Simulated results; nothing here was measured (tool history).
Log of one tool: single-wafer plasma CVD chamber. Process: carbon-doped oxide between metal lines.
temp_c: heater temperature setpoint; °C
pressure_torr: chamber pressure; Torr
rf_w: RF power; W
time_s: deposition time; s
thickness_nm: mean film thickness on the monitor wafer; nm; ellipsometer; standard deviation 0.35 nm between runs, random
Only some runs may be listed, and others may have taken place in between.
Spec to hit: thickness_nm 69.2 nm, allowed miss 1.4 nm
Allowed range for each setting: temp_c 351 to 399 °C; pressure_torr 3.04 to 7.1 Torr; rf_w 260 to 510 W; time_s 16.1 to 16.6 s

run,hour,temp_c,pressure_torr,rf_w,time_s,thickness_nm
1,0,375,5.07,385,16.1,62.85
2,6,368,5.07,385,16.1,63.566
3,7.4,368,4.25,385,16.1,62.877
4,15.4,357,4.25,385,16.1,64.374
5,19.2,357,4.25,335,16.1,58.137
6,23.9,357,4.31,355,16.1,60.766
7,25.4,357,4.37,370,16.1,63.17
8,28.6,356,4.52,375,16.1,63.748
9,33.1,356,4.58,385,16.1,65.24
10,37.9,356,4.65,390,16.1,65.802
11,40.4,356,4.69,395,16.1,66.623
12,49,356,4.73,400,16.1,66.667
13,55.7,356,4.74,405,16.1,66.537

Of the 4 settings listed for the next run, only one would bring every result within its allowed miss of target. Which one?
A,62.4,353,5.12,410,16.3,?
B,62.4,355,4.73,395,16.1,?
C,62.4,366,4.03,380,16.4,?
D,62.4,366,3.75,385,16.2,?

move,thickness_nm
A,69.27
B,66.038
C,63.189
D,62.66
A: all results land within tolerance of their targets
B: misses by more than the last run did
C: misses by more than the last run did
D: misses by more than the last run did
So the answer is move A, the one that meets all the targets.
